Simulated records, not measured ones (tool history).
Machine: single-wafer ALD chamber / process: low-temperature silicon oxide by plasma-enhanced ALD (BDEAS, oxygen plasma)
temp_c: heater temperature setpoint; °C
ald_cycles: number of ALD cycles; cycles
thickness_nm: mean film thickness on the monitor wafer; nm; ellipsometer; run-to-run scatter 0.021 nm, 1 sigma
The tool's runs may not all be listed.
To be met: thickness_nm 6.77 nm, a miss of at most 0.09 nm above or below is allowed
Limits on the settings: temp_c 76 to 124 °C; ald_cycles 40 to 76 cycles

run  hour  temp_c  ald_cycles  thickness_nm
  1     0     100          58         7.944
  2   2.1     100          65        8.8962
  3  10.9     100          69        9.4573
  4  15.7     102          66        9.0541
  5  20.2     102          63        8.6036
  6  24.7     110          63        8.4959
  7  27.1     111          61        8.2275
  8  29.2     111          59        7.9244
  9  35.8     121          50        6.6211
 10  37.8     120          50        6.6283

Exercise: of the 4 proposed moves below, exactly one satisfies all targets within the stated allowed misses. Which move is it?
  A  39.8     116          51             ?
  B  39.8     124          50             ?
  C  39.8     123          50             ?
  D  39.8     117          49             ?

move  thickness_nm
   A        6.7957
   B        6.5751
   C         6.586
   D        6.5185
A: every result within its allowed miss
B: further off than the last run
C: further off than the last run
D: further off than the last run
A meets every target.

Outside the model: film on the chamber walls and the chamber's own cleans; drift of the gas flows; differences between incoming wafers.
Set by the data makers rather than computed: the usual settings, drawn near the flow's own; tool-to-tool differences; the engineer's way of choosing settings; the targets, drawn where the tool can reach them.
